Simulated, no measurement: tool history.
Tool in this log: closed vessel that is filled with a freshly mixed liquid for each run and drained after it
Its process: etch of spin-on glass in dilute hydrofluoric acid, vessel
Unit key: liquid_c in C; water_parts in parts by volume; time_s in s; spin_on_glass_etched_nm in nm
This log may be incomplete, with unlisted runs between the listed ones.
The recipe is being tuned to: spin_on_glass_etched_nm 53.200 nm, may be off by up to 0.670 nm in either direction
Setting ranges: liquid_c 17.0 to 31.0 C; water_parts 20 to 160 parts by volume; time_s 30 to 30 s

| run | day | liquid_c | water_parts | time_s | spin_on_glass_etched_nm |
|---|---|---|---|---|---|
| 1 | 0.000 | 23.0 | 90 | 30 | 24.707 |
| 2 | 0.288 | 25.0 | 90 | 30 | 26.781 |
| 3 | 0.546 | 26.0 | 85 | 30 | 29.726 |
| 4 | 0.854 | 26.0 | 110 | 30 | 22.113 |
| 5 | 1.183 | 22.5 | 110 | 30 | 19.348 |
| 6 | 1.483 | 22.5 | 100 | 30 | 21.388 |
| 7 | 1.846 | 22.5 | 100 | 30 | 21.485 |
| 8 | 2.021 | 22.5 | 100 | 30 | 21.508 |
| 9 | 2.171 | 24.0 | 90 | 30 | 25.749 |

4 candidate next runs follow, results not yet known. Just one meets every target within its allowed miss. Identify it.
| A | 2.321 | 22.5 | 60 | 30 | ? |
| B | 2.321 | 23.5 | 45 | 30 | ? |
| C | 2.321 | 24.0 | 65 | 30 | ? |
| D | 2.321 | 22.5 | 50 | 30 | ? |

| move | spin_on_glass_etched_nm |
|---|---|
| A | 37.494 |
| B | 53.123 |
| C | 36.571 |
| D | 45.568 |
A: nearer the targets than the last run, but a result is still out of spec
B: all results land within tolerance of their targets
C: nearer the targets than the last run, but a result is still out of spec
D: nearer the targets than the last run, but a result is still out of spec
The right move is B.
